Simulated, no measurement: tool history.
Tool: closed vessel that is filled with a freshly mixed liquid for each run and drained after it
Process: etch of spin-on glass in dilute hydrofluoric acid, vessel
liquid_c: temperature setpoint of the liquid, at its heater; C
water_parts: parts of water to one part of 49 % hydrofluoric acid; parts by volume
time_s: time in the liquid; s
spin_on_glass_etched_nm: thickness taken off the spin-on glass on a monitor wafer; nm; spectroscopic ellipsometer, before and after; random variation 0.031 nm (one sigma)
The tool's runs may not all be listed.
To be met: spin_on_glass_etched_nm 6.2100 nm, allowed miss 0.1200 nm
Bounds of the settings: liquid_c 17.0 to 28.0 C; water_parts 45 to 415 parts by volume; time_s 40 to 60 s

run,day,liquid_c,water_parts,time_s,spin_on_glass_etched_nm
1,0.000,20.0,230,60,10.0040
2,0.175,19.0,250,60,8.6150
3,0.475,19.0,305,60,6.7325
4,0.725,19.0,305,40,4.4814
5,0.788,19.0,305,40,4.5221
6,1.021,21.5,305,40,4.9230
7,1.296,23.0,295,40,5.4636
8,1.575,23.0,295,40,5.4327
9,1.808,24.0,290,40,5.6964
10,2.192,25.0,285,40,6.0247

5 next moves are on the table. One of them brings every result within its allowed miss. Which?
A,2.575,26.0,280,40,?
B,2.575,26.5,280,40,?
C,2.575,21.5,315,55,?
D,2.575,25.0,270,40,?
E,2.575,23.0,265,40,?

move,spin_on_glass_etched_nm
A,6.4258
B,6.5366
C,6.4880
D,6.5036
E,6.2042
A: takes the result that was furthest off past its target
B: takes the result that was furthest off past its target
C: takes the result that was furthest off past its target
D: takes the result that was furthest off past its target
E: meets every target
Move E is the one to make.

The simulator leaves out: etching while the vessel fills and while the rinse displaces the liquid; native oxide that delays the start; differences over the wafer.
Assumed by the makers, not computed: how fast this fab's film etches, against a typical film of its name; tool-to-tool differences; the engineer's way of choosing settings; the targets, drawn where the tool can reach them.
